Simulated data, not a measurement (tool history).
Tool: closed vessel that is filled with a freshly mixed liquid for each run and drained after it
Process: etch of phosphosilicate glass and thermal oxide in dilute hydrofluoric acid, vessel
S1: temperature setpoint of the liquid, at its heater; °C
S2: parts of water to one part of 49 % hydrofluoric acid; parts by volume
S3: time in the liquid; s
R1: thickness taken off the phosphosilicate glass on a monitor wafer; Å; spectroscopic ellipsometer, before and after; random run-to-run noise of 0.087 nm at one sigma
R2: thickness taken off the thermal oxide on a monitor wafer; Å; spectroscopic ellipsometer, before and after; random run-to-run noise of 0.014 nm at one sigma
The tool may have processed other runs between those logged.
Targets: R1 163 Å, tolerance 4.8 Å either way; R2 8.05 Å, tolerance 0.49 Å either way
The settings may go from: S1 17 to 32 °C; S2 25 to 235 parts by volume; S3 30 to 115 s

run  hour    S1   S2  S3      R1      R2
  1     0    24  130  60  374.46  18.224
  2   6.1    23  140  60   327.3  16.031
  3    13    22  150  60  289.17  14.382
  4  19.3  21.5  160  60  264.83  13.174
  5    28  21.5  125  60  352.58  17.685
  6    35    19  125  60  321.62  15.638
  7  42.3  18.5  140  60  274.19  13.931
  8  45.7  18.5  150  60  257.47  12.712
  9  46.7    18  160  60  230.24  11.692
 10  48.1    18  165  60  226.68   10.99
 11  53.4    18  170  60  216.97  10.859
 12  61.9    18  175  60   208.2  10.116
 13  67.7    18  180  60   201.3  10.142
 14  72.5    18  185  60  194.49  9.7989
 15  79.8    18  190  60  189.57  9.4395

Consider the 4 candidate settings below. Which is the only one whose results all fall within their allowed miss of target?
  A  87.1    17  180  55   ?   ?
  B  87.1  23.5  225  55   ?   ?
  C  87.1    18  170  45   ?   ?
  D  87.1  21.5  175  55   ?   ?

move      R1      R2
   A  177.63  8.7502
   B  173.35  8.5393
   C  161.79  7.9701
   D  218.94  10.785
A: better than the last run, though not everything is in spec
B: better than the last run, though not everything is in spec
C: meets every target
D: further off than the last run
C meets every target.

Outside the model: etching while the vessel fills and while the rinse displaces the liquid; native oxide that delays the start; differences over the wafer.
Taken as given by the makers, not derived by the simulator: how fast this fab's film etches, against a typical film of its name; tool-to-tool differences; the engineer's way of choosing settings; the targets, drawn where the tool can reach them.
